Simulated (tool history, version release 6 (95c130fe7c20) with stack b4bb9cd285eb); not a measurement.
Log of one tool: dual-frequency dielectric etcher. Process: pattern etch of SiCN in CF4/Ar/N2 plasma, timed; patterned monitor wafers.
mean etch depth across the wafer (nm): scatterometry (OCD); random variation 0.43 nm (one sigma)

| run | hour | source power (W) | bias power (W) | Ar flow (sccm) | CF4 flow (sccm) | etch time (s) | mean etch depth across the wafer (nm) |
|---|---|---|---|---|---|---|---|
| 1 | 0 | 510 | 57 | 84 | 68 | 128.5 | 124.72 |
| 2 | 4.1 | 470 | 56 | 84 | 68 | 128.5 | 112.99 |
| 3 | 6.8 | 470 | 65 | 84 | 68 | 128.5 | 119.62 |
| 4 | 14.3 | 470 | 69 | 84 | 68 | 128.5 | 122.32 |
| 5 | 18.2 | 440 | 68 | 84 | 68 | 128.5 | 112.16 |
| 6 | 21.5 | 440 | 68 | 84 | 56 | 128.5 | 110.8 |
| 7 | 29 | 420 | 68 | 84 | 56 | 128.5 | 104.42 |

Forecast run 8:
| 8 | 33.9 | 320 | 67 | 84 | 56 | 128.5 | ? |

mean etch depth across the wafer (nm): 76.319
